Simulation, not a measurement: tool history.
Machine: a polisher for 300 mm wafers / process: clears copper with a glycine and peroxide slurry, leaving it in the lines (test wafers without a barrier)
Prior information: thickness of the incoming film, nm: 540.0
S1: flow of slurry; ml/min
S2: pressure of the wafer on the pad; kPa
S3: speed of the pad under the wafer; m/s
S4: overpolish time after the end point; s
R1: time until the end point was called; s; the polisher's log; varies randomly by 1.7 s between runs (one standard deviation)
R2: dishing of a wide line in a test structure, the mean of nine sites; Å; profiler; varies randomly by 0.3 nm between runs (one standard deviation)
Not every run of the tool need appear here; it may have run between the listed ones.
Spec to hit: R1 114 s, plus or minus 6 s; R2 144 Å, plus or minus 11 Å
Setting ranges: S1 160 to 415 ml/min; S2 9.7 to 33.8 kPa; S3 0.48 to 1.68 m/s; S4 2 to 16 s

{"run": 1, "hour": 0.0, "S1": 265, "S2": 21.4, "S3": 1.08, "S4": 8, "R1": 78.58, "R2": 394.72}
{"run": 2, "hour": 2.9, "S1": 265, "S2": 21.4, "S3": 1.08, "S4": 10, "R1": 75.834, "R2": 468.61}
{"run": 3, "hour": 11.7, "S1": 260, "S2": 19.3, "S3": 1.06, "S4": 8, "R1": 86.596, "R2": 358.57}
{"run": 4, "hour": 15.0, "S1": 260, "S2": 19.3, "S3": 1.06, "S4": 11, "R1": 86.318, "R2": 473.84}
{"run": 5, "hour": 19.7, "S1": 235, "S2": 19.3, "S3": 1.06, "S4": 11, "R1": 86.154, "R2": 470.31}
{"run": 6, "hour": 24.2, "S1": 215, "S2": 18.6, "S3": 1, "S4": 9, "R1": 94.802, "R2": 368.7}
{"run": 7, "hour": 28.7, "S1": 270, "S2": 16.5, "S3": 1, "S4": 7, "R1": 100.02, "R2": 269.36}
{"run": 8, "hour": 34.9, "S1": 280, "S2": 15.9, "S3": 1, "S4": 6, "R1": 105.76, "R2": 228.42}
{"run": 9, "hour": 35.6, "S1": 285, "S2": 15.2, "S3": 1, "S4": 5, "R1": 109.01, "R2": 186.12}
{"run": 10, "hour": 40.4, "S1": 285, "S2": 14.5, "S3": 1, "S4": 5, "R1": 110.64, "R2": 178.53}
{"run": 11, "hour": 44.2, "S1": 285, "S2": 13.8, "S3": 1.02, "S4": 5, "R1": 113.6, "R2": 181.01}

4 next moves are on the table. One of them brings every result within its allowed miss. Which?
{"run": "A", "hour": 48.0, "S1": 340, "S2": 15.9, "S3": 0.98, "S4": 3, "R1": "?", "R2": "?"}
{"run": "B", "hour": 48.0, "S1": 300, "S2": 11.7, "S3": 0.94, "S4": 6, "R1": "?", "R2": "?"}
{"run": "C", "hour": 48.0, "S1": 230, "S2": 13.8, "S3": 1.06, "S4": 5, "R1": "?", "R2": "?"}
{"run": "D", "hour": 48.0, "S1": 290, "S2": 13.1, "S3": 1.1, "S4": 4, "R1": "?", "R2": "?"}

move=A R1=104.03 R2=118.6
move=B R1=136.41 R2=177.02
move=C R1=112.54 R2=178.88
move=D R1=111.68 R2=145.62
A: moves the result that the last run missed by most past its target, out the other side
B: moves away from the targets compared with the last run
C: better than the last run, though not everything is in spec
D: all results land within tolerance of their targets
D is the move that brings every result within its allowed miss.
